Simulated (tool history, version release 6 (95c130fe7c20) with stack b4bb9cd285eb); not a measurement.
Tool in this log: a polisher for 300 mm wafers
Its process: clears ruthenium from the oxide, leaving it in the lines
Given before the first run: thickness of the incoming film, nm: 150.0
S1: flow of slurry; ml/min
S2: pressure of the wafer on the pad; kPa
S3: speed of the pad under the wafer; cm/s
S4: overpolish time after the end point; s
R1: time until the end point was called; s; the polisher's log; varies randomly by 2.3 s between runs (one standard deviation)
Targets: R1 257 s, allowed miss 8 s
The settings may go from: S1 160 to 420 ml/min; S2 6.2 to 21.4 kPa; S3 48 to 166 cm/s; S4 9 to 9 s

Run 1, day 0: S1 270 ml/min, S2 13.8 kPa, S3 106 cm/s, S4 9 s. Result: R1 169.88 s.
Run 2, day 0.121: S1 270 ml/min, S2 13.1 kPa, S3 106 cm/s, S4 9 s. Result: R1 177.64 s.
Run 3, day 0.175: S1 270 ml/min, S2 12.4 kPa, S3 106 cm/s, S4 9 s. Result: R1 188.01 s.
Run 4, day 0.312: S1 270 ml/min, S2 15.2 kPa, S3 106 cm/s, S4 9 s. Result: R1 155.69 s.
Run 5, day 0.4: S1 270 ml/min, S2 13.1 kPa, S3 106 cm/s, S4 9 s. Result: R1 179.04 s.
Run 6, day 0.742: S1 270 ml/min, S2 12.4 kPa, S3 106 cm/s, S4 9 s. Result: R1 185.54 s.
Run 7, day 1.05: S1 270 ml/min, S2 11.7 kPa, S3 106 cm/s, S4 9 s. Result: R1 198.07 s.
At day 1.167: worn pad replaced by a new one.
Run 8, day 1.167: S1 270 ml/min, S2 11 kPa, S3 106 cm/s, S4 9 s. Result: R1 187.94 s.
Run 9, day 1.358: S1 270 ml/min, S2 10.3 kPa, S3 104 cm/s, S4 9 s. Result: R1 201.51 s.

Which one of the following 4 next-run settings gets every result inside its allowed miss? There is exactly one.
Run A, day 1.55: S1 200 ml/min, S2 8.3 kPa, S3 104 cm/s, S4 9 s. Result: R1 ?.
Run B, day 1.55: S1 275 ml/min, S2 9.7 kPa, S3 56 cm/s, S4 9 s. Result: R1 ?.
Run C, day 1.55: S1 265 ml/min, S2 8.3 kPa, S3 88 cm/s, S4 9 s. Result: R1 ?.
Run D, day 1.55: S1 165 ml/min, S2 9 kPa, S3 88 cm/s, S4 9 s. Result: R1 ?.

move      R1
   A  256.64
   B  318.92
   C  277.48
   D   277.5
A: meets every target
B: moves the result that the last run missed by most past its target, out the other side
C: moves the result that the last run missed by most past its target, out the other side
D: moves the result that the last run missed by most past its target, out the other side
Move A is the one to make.
